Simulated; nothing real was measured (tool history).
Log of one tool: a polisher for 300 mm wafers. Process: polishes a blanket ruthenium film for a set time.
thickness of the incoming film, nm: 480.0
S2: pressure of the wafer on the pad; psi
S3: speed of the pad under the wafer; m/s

Run 1, day 0: flow of slurry (ml/min) 190, S2 1.6 psi, S3 1 m/s, polishing time (s) 118. Result: film removed (angstrom) 1100.8.
Run 2, day 0.183: flow of slurry (ml/min) 190, S2 1.5 psi, S3 1 m/s, polishing time (s) 118. Result: film removed (angstrom) 1025.8.
Run 3, day 0.317: flow of slurry (ml/min) 190, S2 1.9 psi, S3 1 m/s, polishing time (s) 118. Result: film removed (angstrom) 1272.7.
Run 4, day 0.558: flow of slurry (ml/min) 190, S2 1.8 psi, S3 1 m/s, polishing time (s) 118. Result: film removed (angstrom) 1228.
Run 5, day 0.879: flow of slurry (ml/min) 235, S2 1.8 psi, S3 1 m/s, polishing time (s) 118. Result: film removed (angstrom) 1246.9.
Run 6, day 0.917: flow of slurry (ml/min) 235, S2 1.8 psi, S3 1 m/s, polishing time (s) 123. Result: film removed (angstrom) 1300.7.
Run 7, day 1.129: flow of slurry (ml/min) 225, S2 1.3 psi, S3 0.98 m/s, polishing time (s) 123. Result: film removed (angstrom) 945.77.

Forecast run 8:
Run 8, day 1.217: flow of slurry (ml/min) 225, S2 1.2 psi, S3 0.98 m/s, polishing time (s) 123. Result: film removed (angstrom) ?.

film removed (angstrom): 872.37
